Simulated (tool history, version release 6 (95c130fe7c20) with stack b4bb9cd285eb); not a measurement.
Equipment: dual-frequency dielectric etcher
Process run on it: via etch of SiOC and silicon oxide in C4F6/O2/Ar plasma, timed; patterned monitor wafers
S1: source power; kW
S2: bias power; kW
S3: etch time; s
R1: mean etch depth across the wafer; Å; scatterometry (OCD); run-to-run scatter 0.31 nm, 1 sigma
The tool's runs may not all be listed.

run	day	S1	S2	S3	R1
1	0.000	0.370	0.151	64.5	638.09
2	0.071	0.370	0.151	64.5	634.47
3	0.192	0.330	0.132	63.0	558.75
4	0.408	0.330	0.143	63.0	580.74
5	0.492	0.330	0.125	63.0	545.65
6	0.792	0.330	0.125	59.5	507.68
7	1.046	0.310	0.121	59.5	489.32
8	1.421	0.310	0.121	59.5	486.91
9	1.567	0.290	0.120	59.5	476.12
10	1.858	0.280	0.119	59.5	468.71

Expected results for the next run?
11	1.929	0.270	0.118	59.5	?

{"run 11": {"R1": 462.33}}
